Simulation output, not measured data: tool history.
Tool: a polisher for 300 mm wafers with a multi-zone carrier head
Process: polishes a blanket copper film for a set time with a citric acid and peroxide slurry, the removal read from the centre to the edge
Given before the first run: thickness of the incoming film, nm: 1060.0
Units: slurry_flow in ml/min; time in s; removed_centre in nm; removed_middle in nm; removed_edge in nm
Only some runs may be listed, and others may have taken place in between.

{"run": 1, "day": 0.0, "slurry_flow": 240, "centre_zone": 1.0, "middle_zone": 1.0, "edge_zone": 1.0, "slurry_solids": 1.0, "time": 44, "removed_centre": 71.801, "removed_middle": 64.689, "removed_edge": 66.371}
{"run": 2, "day": 0.175, "slurry_flow": 240, "centre_zone": 1.0, "middle_zone": 1.0, "edge_zone": 1.06, "slurry_solids": 1.0, "time": 44, "removed_centre": 72.264, "removed_middle": 64.963, "removed_edge": 68.737}
{"run": 3, "day": 0.425, "slurry_flow": 240, "centre_zone": 1.0, "middle_zone": 1.0, "edge_zone": 1.0, "slurry_solids": 1.0, "time": 44, "removed_centre": 72.283, "removed_middle": 65.478, "removed_edge": 67.839}
{"run": 4, "day": 0.496, "slurry_flow": 200, "centre_zone": 1.0, "middle_zone": 1.0, "edge_zone": 1.0, "slurry_solids": 1.0, "time": 44, "removed_centre": 69.223, "removed_middle": 63.569, "removed_edge": 66.262}
{"run": 5, "day": 0.712, "slurry_flow": 180, "centre_zone": 0.93, "middle_zone": 0.98, "edge_zone": 1.02, "slurry_solids": 0.85, "time": 37, "removed_centre": 51.408, "removed_middle": 50.492, "removed_edge": 53.941}
{"run": 6, "day": 0.942, "slurry_flow": 180, "centre_zone": 0.93, "middle_zone": 0.98, "edge_zone": 0.95, "slurry_solids": 0.85, "time": 37, "removed_centre": 51.921, "removed_middle": 50.304, "removed_edge": 52.599}
{"run": 7, "day": 0.971, "slurry_flow": 170, "centre_zone": 0.89, "middle_zone": 0.97, "edge_zone": 0.99, "slurry_solids": 0.75, "time": 33, "removed_centre": 43.843, "removed_middle": 43.5, "removed_edge": 46.293}
{"run": 8, "day": 1.242, "slurry_flow": 160, "centre_zone": 0.86, "middle_zone": 0.97, "edge_zone": 1.06, "slurry_solids": 0.7, "time": 30, "removed_centre": 37.333, "removed_middle": 38.533, "removed_edge": 42.646}
{"run": 9, "day": 1.475, "slurry_flow": 155, "centre_zone": 0.84, "middle_zone": 0.97, "edge_zone": 1.09, "slurry_solids": 0.65, "time": 29, "removed_centre": 34.137, "removed_middle": 36.772, "removed_edge": 40.852}

Run 10 is up next; what results do you expect?
{"run": 10, "day": 1.796, "slurry_flow": 155, "centre_zone": 0.83, "middle_zone": 0.96, "edge_zone": 1.1, "slurry_solids": 0.6, "time": 29, "removed_centre": "?", "removed_middle": "?", "removed_edge": "?"}

removed_centre: 34.030 nm
removed_middle: 35.858 nm
removed_edge: 41.176 nm
